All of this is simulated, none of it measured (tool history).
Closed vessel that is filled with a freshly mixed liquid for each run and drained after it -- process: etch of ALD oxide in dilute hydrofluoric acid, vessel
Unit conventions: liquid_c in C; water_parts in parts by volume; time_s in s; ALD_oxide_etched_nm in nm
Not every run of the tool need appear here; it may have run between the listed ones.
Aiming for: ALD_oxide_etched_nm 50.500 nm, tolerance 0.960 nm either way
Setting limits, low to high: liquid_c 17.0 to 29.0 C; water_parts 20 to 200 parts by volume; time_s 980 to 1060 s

Run 1, day 0.000: liquid_c 21.0 C, water_parts 110 parts by volume, time_s 980 s. Result: ALD_oxide_etched_nm 68.764 nm.
Run 2, day 0.079: liquid_c 20.5 C, water_parts 110 parts by volume, time_s 980 s. Result: ALD_oxide_etched_nm 66.668 nm.
Run 3, day 0.429: liquid_c 20.5 C, water_parts 110 parts by volume, time_s 980 s. Result: ALD_oxide_etched_nm 66.563 nm.
Run 4, day 0.700: liquid_c 24.0 C, water_parts 110 parts by volume, time_s 980 s. Result: ALD_oxide_etched_nm 76.843 nm.
Run 5, day 0.954: liquid_c 23.5 C, water_parts 110 parts by volume, time_s 980 s. Result: ALD_oxide_etched_nm 74.576 nm.
Run 6, day 1.033: liquid_c 23.5 C, water_parts 110 parts by volume, time_s 980 s. Result: ALD_oxide_etched_nm 75.557 nm.
Run 7, day 1.379: liquid_c 23.0 C, water_parts 110 parts by volume, time_s 980 s. Result: ALD_oxide_etched_nm 74.708 nm.
Run 8, day 1.667: liquid_c 22.5 C, water_parts 110 parts by volume, time_s 980 s. Result: ALD_oxide_etched_nm 72.629 nm.
Run 9, day 1.742: liquid_c 22.0 C, water_parts 110 parts by volume, time_s 980 s. Result: ALD_oxide_etched_nm 71.583 nm.
At day 1.846: hydrofluoric acid flow meter replaced.
Run 10, day 1.846: liquid_c 18.0 C, water_parts 130 parts by volume, time_s 980 s. Result: ALD_oxide_etched_nm 53.681 nm.
Run 11, day 2.183: liquid_c 17.5 C, water_parts 130 parts by volume, time_s 980 s. Result: ALD_oxide_etched_nm 52.329 nm.
Run 12, day 2.304: liquid_c 17.0 C, water_parts 130 parts by volume, time_s 980 s. Result: ALD_oxide_etched_nm 52.003 nm.

5 candidate next runs follow, results not yet known. Just one meets every target within its allowed miss. Identify it.
Run A, day 2.425: liquid_c 17.5 C, water_parts 130 parts by volume, time_s 1025 s. Result: ALD_oxide_etched_nm ?.
Run B, day 2.425: liquid_c 17.0 C, water_parts 125 parts by volume, time_s 980 s. Result: ALD_oxide_etched_nm ?.
Run C, day 2.425: liquid_c 17.0 C, water_parts 130 parts by volume, time_s 1020 s. Result: ALD_oxide_etched_nm ?.
Run D, day 2.425: liquid_c 18.5 C, water_parts 150 parts by volume, time_s 1055 s. Result: ALD_oxide_etched_nm ?.
Run E, day 2.425: liquid_c 17.0 C, water_parts 130 parts by volume, time_s 1015 s. Result: ALD_oxide_etched_nm ?.

move  ALD_oxide_etched_nm
   A               55.032
   B               53.869
   C               53.643
   D               50.118
   E               53.380
A: its largest miss is bigger than the last run's
B: its largest miss is bigger than the last run's
C: its largest miss is bigger than the last run's
D: all results land within tolerance of their targets
E: its largest miss is bigger than the last run's
D is the move that brings every result within its allowed miss.
